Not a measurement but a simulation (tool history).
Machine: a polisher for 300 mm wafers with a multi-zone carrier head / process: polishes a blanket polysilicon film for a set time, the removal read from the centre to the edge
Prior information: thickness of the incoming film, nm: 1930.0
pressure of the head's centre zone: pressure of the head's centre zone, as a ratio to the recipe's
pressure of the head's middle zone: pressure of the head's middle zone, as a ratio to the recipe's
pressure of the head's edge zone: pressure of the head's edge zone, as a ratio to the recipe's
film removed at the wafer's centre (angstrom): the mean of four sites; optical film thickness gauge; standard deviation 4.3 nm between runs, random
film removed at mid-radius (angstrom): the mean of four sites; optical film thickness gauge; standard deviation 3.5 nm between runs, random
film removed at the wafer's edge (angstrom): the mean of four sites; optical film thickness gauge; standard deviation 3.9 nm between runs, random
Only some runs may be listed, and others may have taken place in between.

run  hour  flow of slurry (ml/min)  pressure of the head's centre zone  pressure of the head's middle zone  pressure of the head's edge zone  polishing time (s)  film removed at the wafer's centre (angstrom)  film removed at mid-radius (angstrom)  film removed at the wafer's edge (angstrom)
  1   0.0                      200                                1.00                                1.00                              1.00                  80                                         3194.3                                 3107.1                                       3181.7
  2   8.8                      205                                1.01                                1.00                              1.02                  83                                         3314.0                                 3274.9                                       3413.9
  3  10.3                      240                                1.01                                1.00                              1.02                  83                                         3454.3                                 3302.3                                       3390.4
  4  17.6                      240                                1.01                                1.00                              0.99                  83                                         3472.5                                 3296.4                                       3377.1
  5  25.7                      235                                1.02                                1.00                              1.01                  86                                         3559.1                                 3436.1                                       3463.6
  6  32.1                      235                                1.02                                0.99                              1.03                  89                                         3691.7                                 3542.5                                       3691.1
  7  39.9                      235                                1.03                                0.99                              1.05                  91                                         3779.5                                 3565.2                                       3783.9
  8  45.2                      235                                1.04                                0.99                              1.06                  93                                         3968.0                                 3675.8                                       3889.7
  9  51.3                      235                                1.04                                0.99                              1.06                  93                                         4007.1                                 3687.8                                       3832.8
 10  56.8                      235                                1.03                                0.99                              1.07                  95                                         3979.4                                 3769.9                                       3979.4
     65.2  -- worn pad replaced by a new one
 11  65.2                      235                                1.03                                0.99                              1.08                  96                                         4361.8                                 4160.3                                       4346.7
 12  72.3                      235                                1.03                                0.98                              1.08                  96                                         4433.7                                 4117.5                                       4387.6
 13  78.7                      230                                1.02                                0.98                              1.08                  96                                         4359.6                                 4053.2                                       4408.7

Run 14 has not been measured yet. What should we expect?
 14  86.1                      235                                1.00                                0.98                              1.08                  96                                              ?                                      ?                                            ?

Logged for run 14: film removed at the wafer's centre (angstrom) 4195.1, film removed at mid-radius (angstrom) 4116.3, film removed at the wafer's edge (angstrom) 4404.4.

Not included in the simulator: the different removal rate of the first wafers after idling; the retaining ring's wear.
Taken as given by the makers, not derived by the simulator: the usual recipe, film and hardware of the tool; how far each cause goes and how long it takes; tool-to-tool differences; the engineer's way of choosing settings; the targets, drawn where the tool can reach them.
